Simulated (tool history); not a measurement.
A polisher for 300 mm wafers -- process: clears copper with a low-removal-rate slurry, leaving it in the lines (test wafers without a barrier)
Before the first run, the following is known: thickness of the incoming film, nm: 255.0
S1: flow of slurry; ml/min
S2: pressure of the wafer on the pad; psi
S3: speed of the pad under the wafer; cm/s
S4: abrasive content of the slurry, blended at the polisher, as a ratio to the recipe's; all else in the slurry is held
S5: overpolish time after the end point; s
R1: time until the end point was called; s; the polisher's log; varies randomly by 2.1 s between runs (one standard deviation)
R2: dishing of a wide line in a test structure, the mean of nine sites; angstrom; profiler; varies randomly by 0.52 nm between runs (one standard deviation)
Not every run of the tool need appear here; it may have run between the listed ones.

run,day,S1,S2,S3,S4,S5,R1,R2
1,0.000,260,2.7,118,1.0,23,102.99,257.13
2,0.171,260,2.6,118,1.0,24,106.24,261.18
3,0.342,260,2.5,118,1.0,24,111.72,260.66
4,0.488,260,2.4,118,1.0,24,117.26,263.07
5,0.521,260,2.3,118,1.0,23,120.41,232.07
6,0.875,285,2.3,118,1.0,23,116.35,243.30
7,1.250,275,2.2,118,1.0,23,124.01,228.11

The next listed run, before its measurement:
# day 1.538: worn pad replaced by a new one
8,1.538,270,2.1,118,1.0,23,?,?

Run 8 measured R1 119.95 s, R2 245.45 angstrom.
